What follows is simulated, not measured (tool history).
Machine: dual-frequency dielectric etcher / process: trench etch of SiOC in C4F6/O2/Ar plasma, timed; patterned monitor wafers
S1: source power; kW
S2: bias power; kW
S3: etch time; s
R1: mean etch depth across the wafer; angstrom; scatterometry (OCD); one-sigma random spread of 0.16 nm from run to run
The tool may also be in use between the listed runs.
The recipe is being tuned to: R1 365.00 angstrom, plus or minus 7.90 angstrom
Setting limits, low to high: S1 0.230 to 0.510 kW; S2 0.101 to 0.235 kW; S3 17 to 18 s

run	hour	S1	S2	S3	R1
1	0.0	0.370	0.168	17	301.54
2	1.4	0.430	0.168	17	327.30
3	6.6	0.370	0.168	17	299.83
4	14.5	0.320	0.168	17	271.85
5	18.7	0.320	0.157	17	266.04
6	23.7	0.320	0.144	17	259.51
7	31.9	0.370	0.149	17	289.75
8	36.9	0.410	0.152	17	310.31
9	39.3	0.440	0.154	17	324.88
10	40.7	0.460	0.156	17	332.09
11	48.7	0.460	0.156	17	332.50
12	57.3	0.470	0.160	17	340.24
13	64.3	0.480	0.163	17	346.90

Consider the 4 candidate settings below. Which is the only one whose results all fall within their allowed miss of target?
A	71.3	0.480	0.165	18	?
B	71.3	0.480	0.138	17	?
C	71.3	0.440	0.161	18	?
D	71.3	0.510	0.163	18	?

move	R1
A	369.45
B	328.71
C	348.99
D	380.27
A: all results land within tolerance of their targets
B: its largest miss is bigger than the last run's
C: better than the last run, though not everything is in spec
D: takes the biggest miss from the last run beyond its target
Correct choice: A, which meets every target
